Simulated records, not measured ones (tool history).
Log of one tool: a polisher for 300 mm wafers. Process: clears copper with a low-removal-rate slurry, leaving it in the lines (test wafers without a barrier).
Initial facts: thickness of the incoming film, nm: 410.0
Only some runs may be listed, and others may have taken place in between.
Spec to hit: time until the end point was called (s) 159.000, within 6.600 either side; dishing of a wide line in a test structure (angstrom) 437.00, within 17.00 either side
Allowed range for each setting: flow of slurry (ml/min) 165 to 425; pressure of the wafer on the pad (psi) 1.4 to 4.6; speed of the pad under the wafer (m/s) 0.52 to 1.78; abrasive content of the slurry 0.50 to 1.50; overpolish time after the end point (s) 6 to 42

| run | hour | flow of slurry (ml/min) | pressure of the wafer on the pad (psi) | speed of the pad under the wafer (m/s) | abrasive content of the slurry | overpolish time after the end point (s) | time until the end point was called (s) | dishing of a wide line in a test structure (angstrom) |
|---|---|---|---|---|---|---|---|---|
| 1 | 0.0 | 275 | 3.0 | 1.14 | 1.00 | 21 | 92.434 | 498.33 |
| 2 | 5.4 | 275 | 2.6 | 1.12 | 1.00 | 23 | 109.500 | 471.29 |
| 3 | 9.6 | 275 | 2.6 | 0.84 | 1.00 | 23 | 138.570 | 393.70 |
| 4 | 12.7 | 275 | 2.6 | 0.84 | 1.00 | 28 | 138.510 | 453.66 |
| 5 | 20.5 | 275 | 3.2 | 0.84 | 1.00 | 28 | 115.180 | 539.65 |
| 6 | 28.9 | 275 | 2.9 | 0.84 | 1.00 | 29 | 125.040 | 512.91 |
| 7 | 33.5 | 275 | 2.7 | 0.84 | 1.00 | 29 | 133.370 | 481.77 |
| 8 | 40.8 | 270 | 2.1 | 0.82 | 1.00 | 31 | 177.530 | 405.92 |
| 9 | 47.3 | 280 | 2.2 | 0.82 | 1.00 | 31 | 165.750 | 422.19 |
| 10 | 48.4 | 285 | 2.2 | 0.82 | 1.00 | 31 | 165.600 | 420.54 |

5 candidate next runs follow, results not yet known. Just one meets every target within its allowed miss. Identify it.
| A | 49.5 | 280 | 1.8 | 0.96 | 1.10 | 36 | ? | ? |
| B | 49.5 | 240 | 2.3 | 0.72 | 0.95 | 35 | ? | ? |
| C | 49.5 | 270 | 2.0 | 0.96 | 0.90 | 30 | ? | ? |
| D | 49.5 | 285 | 2.3 | 0.82 | 1.00 | 31 | ? | ? |
| E | 49.5 | 285 | 2.2 | 0.76 | 1.00 | 30 | ? | ? |

| move | time until the end point was called (s) | dishing of a wide line in a test structure (angstrom) |
|---|---|---|
| A | 168.990 | 441.52 |
| B | 177.900 | 426.94 |
| C | 161.910 | 401.59 |
| D | 155.650 | 431.08 |
| E | 172.550 | 385.32 |
A: further off than the last run
B: further off than the last run
C: meets the target for the result that was furthest off, but another lies outside its allowed miss
D: hits every target within its allowed miss
E: further off than the last run
Correct choice: D, which meets every target
